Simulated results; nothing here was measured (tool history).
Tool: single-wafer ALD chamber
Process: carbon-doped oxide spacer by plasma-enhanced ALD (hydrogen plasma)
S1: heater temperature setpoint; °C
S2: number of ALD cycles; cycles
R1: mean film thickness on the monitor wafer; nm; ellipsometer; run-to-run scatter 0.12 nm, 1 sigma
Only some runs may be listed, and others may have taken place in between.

run  hour   S1   S2      R1
  1     0  390  558  26.995
  2   3.8  397  558  26.949
  3  12.4  397  528  25.566
  4  15.2  406  528  24.651
  5  17.3  414  528  24.139
  6  24.5  410  528  24.547
  7  33.8  410  528  24.387

The next listed run, before its measurement:
  8  38.9  410  617   ?

R1: 28.811 nm

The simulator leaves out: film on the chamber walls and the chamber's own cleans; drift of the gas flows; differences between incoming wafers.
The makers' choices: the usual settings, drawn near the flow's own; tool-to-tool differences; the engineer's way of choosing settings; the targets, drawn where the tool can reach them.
